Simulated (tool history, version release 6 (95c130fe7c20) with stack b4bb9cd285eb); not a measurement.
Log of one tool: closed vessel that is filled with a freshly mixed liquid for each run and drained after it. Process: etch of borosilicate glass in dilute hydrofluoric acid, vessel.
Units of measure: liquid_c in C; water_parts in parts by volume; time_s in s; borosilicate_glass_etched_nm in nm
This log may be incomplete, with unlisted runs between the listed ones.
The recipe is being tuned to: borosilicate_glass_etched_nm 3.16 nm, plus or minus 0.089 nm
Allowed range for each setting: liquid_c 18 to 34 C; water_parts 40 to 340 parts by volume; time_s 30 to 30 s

run	day	liquid_c	water_parts	time_s	borosilicate_glass_etched_nm
1	0	26	190	30	5.636
2	0.046	24.5	200	30	5.0177
3	0.158	21	200	30	4.3833
4	0.546	21	200	30	4.38
5	0.888	20.5	210	30	4.0735
6	1.275	20.5	180	30	4.864
7	1.496	20	195	30	4.3538
8	1.792	19.5	205	30	4.0156
9	1.838	19	210	30	3.8297
10	1.871	19	215	30	3.7938
11	1.954	19	220	30	3.6135
12	2.05	19	225	30	3.5308
13	2.158	19	230	30	3.4353
14	2.204	18.5	235	30	3.3068

Consider the 5 candidate settings below. Which is the only one whose results all fall within their allowed miss of target?
A	2.25	21.5	250	30	?
B	2.25	19.5	260	30	?
C	2.25	18	250	30	?
D	2.25	18	225	30	?
E	2.25	18.5	240	30	?

move	borosilicate_glass_etched_nm
A	3.4422
B	3.0437
C	3.0174
D	3.4291
E	3.233
A: further off than the last run
B: pushes the last run's worst result past its target
C: pushes the last run's worst result past its target
D: further off than the last run
E: in spec on every target
Answer: E
